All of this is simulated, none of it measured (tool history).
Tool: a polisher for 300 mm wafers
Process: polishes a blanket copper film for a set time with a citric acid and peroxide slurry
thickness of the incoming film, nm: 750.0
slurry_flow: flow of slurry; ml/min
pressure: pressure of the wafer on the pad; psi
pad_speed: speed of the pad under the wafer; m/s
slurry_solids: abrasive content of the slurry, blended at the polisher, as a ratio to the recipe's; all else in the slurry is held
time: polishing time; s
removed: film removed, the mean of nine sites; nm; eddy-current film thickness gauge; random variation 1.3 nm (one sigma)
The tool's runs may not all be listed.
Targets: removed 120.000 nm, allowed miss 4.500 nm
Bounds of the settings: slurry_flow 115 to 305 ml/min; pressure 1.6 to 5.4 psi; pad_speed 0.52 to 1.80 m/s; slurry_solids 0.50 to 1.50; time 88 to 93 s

run 1 hour=0.0 | slurry_flow=195 pressure=3.5 pad_speed=1.16 slurry_solids=1.00 time=88 | removed=265.000
run 2 hour=1.1 | slurry_flow=195 pressure=3.5 pad_speed=1.00 slurry_solids=1.00 time=88 | removed=233.810
run 3 hour=2.9 | slurry_flow=195 pressure=3.1 pad_speed=0.96 slurry_solids=1.00 time=88 | removed=201.610
run 4 hour=4.2 | slurry_flow=150 pressure=3.1 pad_speed=0.96 slurry_solids=1.00 time=88 | removed=190.610
run 5 hour=12.9 | slurry_flow=150 pressure=3.1 pad_speed=0.96 slurry_solids=1.00 time=88 | removed=192.940
run 6 hour=19.8 | slurry_flow=150 pressure=2.7 pad_speed=0.96 slurry_solids=1.00 time=88 | removed=167.550
run 7 hour=22.2 | slurry_flow=150 pressure=2.5 pad_speed=0.96 slurry_solids=1.00 time=88 | removed=158.430
run 8 hour=30.5 | slurry_flow=150 pressure=2.3 pad_speed=0.96 slurry_solids=1.00 time=88 | removed=142.250
run 9 hour=31.3 | slurry_flow=145 pressure=1.8 pad_speed=0.96 slurry_solids=1.00 time=88 | removed=112.150

Which of these 5 next moves meets every target?
run A hour=32.1 | slurry_flow=150 pressure=1.6 pad_speed=0.98 slurry_solids=1.05 time=88 | removed=?
run B hour=32.1 | slurry_flow=155 pressure=1.7 pad_speed=0.96 slurry_solids=1.00 time=88 | removed=?
run C hour=32.1 | slurry_flow=130 pressure=1.8 pad_speed=0.86 slurry_solids=1.00 time=90 | removed=?
run D hour=32.1 | slurry_flow=130 pressure=1.8 pad_speed=0.80 slurry_solids=0.95 time=93 | removed=?
run E hour=32.1 | slurry_flow=165 pressure=2.3 pad_speed=0.78 slurry_solids=0.80 time=88 | removed=?

move=A removed=103.200
move=B removed=106.960
move=C removed=101.980
move=D removed=98.572
move=E removed=116.470
A: further off than the last run
B: further off than the last run
C: further off than the last run
D: further off than the last run
E: meets every target
The right move is E.

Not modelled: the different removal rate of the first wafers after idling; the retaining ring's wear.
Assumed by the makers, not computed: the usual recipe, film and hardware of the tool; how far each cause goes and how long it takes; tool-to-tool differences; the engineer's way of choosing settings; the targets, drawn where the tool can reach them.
